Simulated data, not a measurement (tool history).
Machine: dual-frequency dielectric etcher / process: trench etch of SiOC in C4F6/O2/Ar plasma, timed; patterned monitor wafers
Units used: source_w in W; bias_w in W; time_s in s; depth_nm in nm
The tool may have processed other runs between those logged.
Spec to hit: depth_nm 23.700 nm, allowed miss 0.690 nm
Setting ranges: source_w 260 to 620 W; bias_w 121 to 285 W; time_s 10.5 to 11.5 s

run 1 hour=0.0 | source_w=440 bias_w=203 time_s=11.5 | depth_nm=25.656
run 2 hour=7.2 | source_w=440 bias_w=184 time_s=11.5 | depth_nm=25.022
run 3 hour=10.5 | source_w=440 bias_w=184 time_s=11.5 | depth_nm=25.027
run 4 hour=17.7 | source_w=440 bias_w=184 time_s=11.5 | depth_nm=25.064
run 5 hour=26.5 | source_w=430 bias_w=182 time_s=11.5 | depth_nm=24.533
run 6 hour=29.8 | source_w=430 bias_w=182 time_s=11.5 | depth_nm=24.524
run 7 hour=33.2 | source_w=430 bias_w=181 time_s=11.5 | depth_nm=24.422
run 8 hour=37.3 | source_w=430 bias_w=180 time_s=11.5 | depth_nm=24.638
-- hour=39.2 wet clean of the chamber
run 9 hour=39.2 | source_w=420 bias_w=179 time_s=11.5 | depth_nm=25.171
run 10 hour=39.9 | source_w=430 bias_w=175 time_s=11.5 | depth_nm=25.262
run 11 hour=47.5 | source_w=420 bias_w=177 time_s=11.5 | depth_nm=24.920
run 12 hour=55.1 | source_w=420 bias_w=176 time_s=11.5 | depth_nm=24.965

Which one of the following 5 next-run settings gets every result inside its allowed miss? There is exactly one.
run A hour=62.7 | source_w=510 bias_w=162 time_s=11.0 | depth_nm=?
run B hour=62.7 | source_w=490 bias_w=155 time_s=11.0 | depth_nm=?
run C hour=62.7 | source_w=480 bias_w=181 time_s=10.5 | depth_nm=?
run D hour=62.7 | source_w=410 bias_w=220 time_s=10.5 | depth_nm=?
run E hour=62.7 | source_w=450 bias_w=186 time_s=11.5 | depth_nm=?

move=A depth_nm=26.197
move=B depth_nm=25.313
move=C depth_nm=24.856
move=D depth_nm=23.858
move=E depth_nm=26.394
A: lands further from the targets than the last run did
B: lands further from the targets than the last run did
C: moves toward the targets from the last run without getting all of them in spec
D: all results in spec
E: lands further from the targets than the last run did
Move D is the one to make.
